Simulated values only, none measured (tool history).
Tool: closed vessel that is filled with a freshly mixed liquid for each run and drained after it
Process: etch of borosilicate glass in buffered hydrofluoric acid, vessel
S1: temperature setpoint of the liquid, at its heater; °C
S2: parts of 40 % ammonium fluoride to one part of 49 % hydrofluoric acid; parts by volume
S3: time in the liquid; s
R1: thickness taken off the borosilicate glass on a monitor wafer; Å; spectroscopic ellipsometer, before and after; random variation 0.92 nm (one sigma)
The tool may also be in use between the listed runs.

| run | day | S1 | S2 | S3 | R1 |
|---|---|---|---|---|---|
| 1 | 0.000 | 25.0 | 11 | 95 | 864.66 |
| 2 | 0.250 | 25.0 | 11 | 100 | 927.63 |
| 3 | 0.633 | 25.0 | 11 | 100 | 913.92 |
| 4 | 0.771 | 25.0 | 11 | 95 | 870.57 |
| 5 | 1.150 | 25.0 | 11 | 95 | 877.36 |
| 6 | 1.400 | 25.5 | 11 | 95 | 888.75 |

Forecast run 7:
| 7 | 1.746 | 26.0 | 11 | 95 | ? |

{"run 7": {"R1": 912.45}}
